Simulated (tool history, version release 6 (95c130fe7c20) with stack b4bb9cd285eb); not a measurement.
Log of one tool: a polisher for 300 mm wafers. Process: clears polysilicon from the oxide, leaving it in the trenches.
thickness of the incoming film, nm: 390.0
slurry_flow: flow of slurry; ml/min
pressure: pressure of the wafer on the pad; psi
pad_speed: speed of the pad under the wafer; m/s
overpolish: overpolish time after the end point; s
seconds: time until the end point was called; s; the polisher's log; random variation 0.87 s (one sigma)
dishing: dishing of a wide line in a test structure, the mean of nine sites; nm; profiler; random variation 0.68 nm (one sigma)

run  hour  slurry_flow  pressure  pad_speed  overpolish  seconds  dishing
  1   0.0          205       2.5       1.02          19   37.312   55.511
  2   4.3          205       2.5       0.82          19   45.995   54.097
  3   6.2          215       2.6       0.76          15   46.775   50.347
  4  14.2          215       3.0       0.76          15   41.599   53.822
  5  18.5          215       2.5       0.76          15   49.676   51.877
  6  20.0          215       2.5       0.86          15   42.380   51.511
  7  25.1          250       2.0       0.90          12   48.457   46.026
  8  31.4          270       1.7       0.98          10   54.075   40.259
  9  32.3          315       1.8       1.18           6   42.049   35.829
 10  40.2          310       1.5       1.16           7   50.609   34.568
     46.1  -- slurry nozzle cleaned
 11  46.1          315       1.7       1.16          12   41.710   48.501
 12  52.7          295       1.7       1.18          11   42.864   46.468
 13  58.9          295       1.7       1.18          11   42.545   47.066
 14  66.9          295       1.7       1.16           9   43.315   42.909

Forecast run 15:
 15  69.2          300       1.7       1.14           8        ?        ?

{"run 15": {"seconds": 44.857, "dishing": 40.187}}
